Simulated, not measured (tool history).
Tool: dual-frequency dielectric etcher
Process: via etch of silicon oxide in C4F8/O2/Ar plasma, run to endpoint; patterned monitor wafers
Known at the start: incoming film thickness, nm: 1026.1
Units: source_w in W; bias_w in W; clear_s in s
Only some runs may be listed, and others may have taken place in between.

run,hour,source_w,bias_w,clear_s
1,0.0,2230,1552,197.36
2,6.7,2580,1552,184.86
3,15.8,2580,1824,176.42
4,20.1,2350,1824,184.46
5,27.7,2220,1770,190.48
6,31.9,2100,1721,196.96
7,38.9,2000,1683,205.17
8,45.6,1920,1671,206.77
9,52.2,1850,1647,211.87
10,60.6,1850,1647,211.45
11,69.2,1790,1631,215.87
12,77.4,1740,1622,218.23
13,80.3,1690,1614,219.78

For run 14, what comes out?
14,86.1,1650,1603,?

Logged for run 14: clear_s 221.84 s.
